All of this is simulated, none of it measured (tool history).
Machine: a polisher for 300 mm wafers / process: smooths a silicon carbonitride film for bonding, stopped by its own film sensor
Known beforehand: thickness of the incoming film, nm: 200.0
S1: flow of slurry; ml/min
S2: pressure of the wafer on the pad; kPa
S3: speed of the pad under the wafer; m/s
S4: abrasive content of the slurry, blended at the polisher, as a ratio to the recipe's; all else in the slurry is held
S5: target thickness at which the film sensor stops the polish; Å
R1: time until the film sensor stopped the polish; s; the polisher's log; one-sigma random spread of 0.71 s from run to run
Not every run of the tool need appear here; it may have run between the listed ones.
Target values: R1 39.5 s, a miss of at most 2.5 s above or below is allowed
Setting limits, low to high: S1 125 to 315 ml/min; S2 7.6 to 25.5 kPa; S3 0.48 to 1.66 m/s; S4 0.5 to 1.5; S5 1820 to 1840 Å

run  hour   S1    S2    S3    S4    S5      R1
  1     0  205  16.5  1.06     1  1820  52.586
  2   7.6  205  17.2  1.06     1  1820  50.531
  3   8.3  205  15.9  1.06     1  1820  53.839
  4  13.7  205  15.9  1.06     1  1820  54.706
  5  18.3  205  15.9  1.06  1.15  1820  52.735
  6    19  205  15.9  1.06  1.15  1820  52.797
  7  25.5  205  16.5  1.06  1.15  1820  51.428
  8  29.7  205  17.2  1.06  1.15  1820  49.357

5 next moves are on the table. One of them brings every result within its allowed miss. Which?
  A  33.9  235  16.5  1.14  1.25  1820   ?
  B  33.9  210  17.9  1.36   1.2  1820   ?
  C  33.9  130  20.7  0.78   0.8  1820   ?
  D  33.9  205  15.9  0.76   1.2  1820   ?
  E  33.9  210  15.9  1.04   1.1  1820   ?

move      R1
   A  47.121
   B  38.901
   C  60.734
   D  68.419
   E  55.133
A: nearer the targets than the last run, but a result is still out of spec
B: meets every target
C: moves away from the targets compared with the last run
D: moves away from the targets compared with the last run
E: moves away from the targets compared with the last run
So the answer is move B, the one that meets all the targets.

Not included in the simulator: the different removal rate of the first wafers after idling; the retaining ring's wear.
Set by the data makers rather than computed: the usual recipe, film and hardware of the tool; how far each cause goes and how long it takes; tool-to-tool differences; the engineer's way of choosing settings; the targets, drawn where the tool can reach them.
